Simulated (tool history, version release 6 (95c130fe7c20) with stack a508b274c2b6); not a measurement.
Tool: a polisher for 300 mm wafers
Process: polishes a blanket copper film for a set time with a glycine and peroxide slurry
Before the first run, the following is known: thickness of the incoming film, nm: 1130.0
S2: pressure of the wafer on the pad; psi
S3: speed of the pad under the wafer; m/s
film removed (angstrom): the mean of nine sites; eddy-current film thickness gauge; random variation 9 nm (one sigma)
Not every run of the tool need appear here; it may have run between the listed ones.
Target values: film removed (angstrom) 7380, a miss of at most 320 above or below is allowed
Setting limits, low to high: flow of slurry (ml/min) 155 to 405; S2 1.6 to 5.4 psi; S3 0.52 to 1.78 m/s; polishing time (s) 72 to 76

run 1 hour=0 | flow_of_slurry_(ml/min)=260 S2=3.5 S3=1.14 polishing_time_(s)=72 | film_removed_(angstrom)=5877.1
run 2 hour=7.4 | flow_of_slurry_(ml/min)=260 S2=3.5 S3=1.14 polishing_time_(s)=72 | film_removed_(angstrom)=5882.4
run 3 hour=12.4 | flow_of_slurry_(ml/min)=260 S2=3.5 S3=1.32 polishing_time_(s)=72 | film_removed_(angstrom)=6681.9
run 4 hour=14.4 | flow_of_slurry_(ml/min)=260 S2=3.5 S3=1.08 polishing_time_(s)=72 | film_removed_(angstrom)=5640.4
run 5 hour=15.4 | flow_of_slurry_(ml/min)=260 S2=3.5 S3=0.8 polishing_time_(s)=72 | film_removed_(angstrom)=4258.2
run 6 hour=17.8 | flow_of_slurry_(ml/min)=260 S2=3.9 S3=0.8 polishing_time_(s)=72 | film_removed_(angstrom)=4719.9
run 7 hour=23.9 | flow_of_slurry_(ml/min)=260 S2=4.2 S3=0.82 polishing_time_(s)=72 | film_removed_(angstrom)=5063.5
run 8 hour=30.6 | flow_of_slurry_(ml/min)=260 S2=4.4 S3=0.86 polishing_time_(s)=72 | film_removed_(angstrom)=5555
run 9 hour=37.1 | flow_of_slurry_(ml/min)=260 S2=5.4 S3=0.9 polishing_time_(s)=72 | film_removed_(angstrom)=7052.2

4 candidate next runs follow, results not yet known. Just one meets every target within its allowed miss. Identify it.
run A hour=43.6 | flow_of_slurry_(ml/min)=255 S2=5.1 S3=0.86 polishing_time_(s)=76 | film_removed_(angstrom)=?
run B hour=43.6 | flow_of_slurry_(ml/min)=185 S2=5.4 S3=0.86 polishing_time_(s)=76 | film_removed_(angstrom)=?
run C hour=43.6 | flow_of_slurry_(ml/min)=255 S2=5 S3=0.88 polishing_time_(s)=76 | film_removed_(angstrom)=?
run D hour=43.6 | flow_of_slurry_(ml/min)=255 S2=4.8 S3=1 polishing_time_(s)=76 | film_removed_(angstrom)=?

move=A film_removed_(angstrom)=6713.1
move=B film_removed_(angstrom)=6750.4
move=C film_removed_(angstrom)=6732
move=D film_removed_(angstrom)=7271.3
A: the biggest miss grows against the last run
B: the biggest miss grows against the last run
C: the biggest miss grows against the last run
D: meets every target
Correct choice: D, which meets every target

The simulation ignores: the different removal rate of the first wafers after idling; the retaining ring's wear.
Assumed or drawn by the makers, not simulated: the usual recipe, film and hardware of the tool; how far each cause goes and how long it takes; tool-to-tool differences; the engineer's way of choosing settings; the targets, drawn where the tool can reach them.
